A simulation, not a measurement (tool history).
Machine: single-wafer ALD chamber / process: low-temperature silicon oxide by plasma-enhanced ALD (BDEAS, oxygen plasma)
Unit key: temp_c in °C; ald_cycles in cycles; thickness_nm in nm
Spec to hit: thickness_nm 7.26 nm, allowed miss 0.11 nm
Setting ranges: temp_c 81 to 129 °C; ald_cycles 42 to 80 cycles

{"run": 1, "hour": 0.0, "temp_c": 105, "ald_cycles": 61, "thickness_nm": 8.9379}
{"run": 2, "hour": 0.9, "temp_c": 105, "ald_cycles": 67, "thickness_nm": 9.8278}
{"run": 3, "hour": 2.6, "temp_c": 97, "ald_cycles": 67, "thickness_nm": 10.024}
{"run": 4, "hour": 5.1, "temp_c": 97, "ald_cycles": 61, "thickness_nm": 9.1365}
{"run": 5, "hour": 6.7, "temp_c": 100, "ald_cycles": 59, "thickness_nm": 8.6603}
{"run": 6, "hour": 9.3, "temp_c": 100, "ald_cycles": 65, "thickness_nm": 9.5826}
{"run": 7, "hour": 10.2, "temp_c": 102, "ald_cycles": 62, "thickness_nm": 9.1222}
{"run": 8, "hour": 18.1, "temp_c": 110, "ald_cycles": 52, "thickness_nm": 7.5505}
{"run": 9, "hour": 25.3, "temp_c": 111, "ald_cycles": 52, "thickness_nm": 7.5056}
{"run": 10, "hour": 26.0, "temp_c": 111, "ald_cycles": 52, "thickness_nm": 7.5157}
{"run": 11, "hour": 34.1, "temp_c": 112, "ald_cycles": 52, "thickness_nm": 7.5425}
{"run": 12, "hour": 39.4, "temp_c": 113, "ald_cycles": 52, "thickness_nm": 7.4929}
{"run": 13, "hour": 44.8, "temp_c": 114, "ald_cycles": 52, "thickness_nm": 7.4708}

4 candidate next runs follow, results not yet known. Just one meets every target within its allowed miss. Identify it.
{"run": "A", "hour": 50.2, "temp_c": 109, "ald_cycles": 53, "thickness_nm": "?"}
{"run": "B", "hour": 50.2, "temp_c": 115, "ald_cycles": 53, "thickness_nm": "?"}
{"run": "C", "hour": 50.2, "temp_c": 115, "ald_cycles": 54, "thickness_nm": "?"}
{"run": "D", "hour": 50.2, "temp_c": 114, "ald_cycles": 50, "thickness_nm": "?"}

move=A thickness_nm=7.6762
move=B thickness_nm=7.6019
move=C thickness_nm=7.7453
move=D thickness_nm=7.1833
A: lands further from the targets than the last run did
B: lands further from the targets than the last run did
C: lands further from the targets than the last run did
D: meets every target
The right move is D.
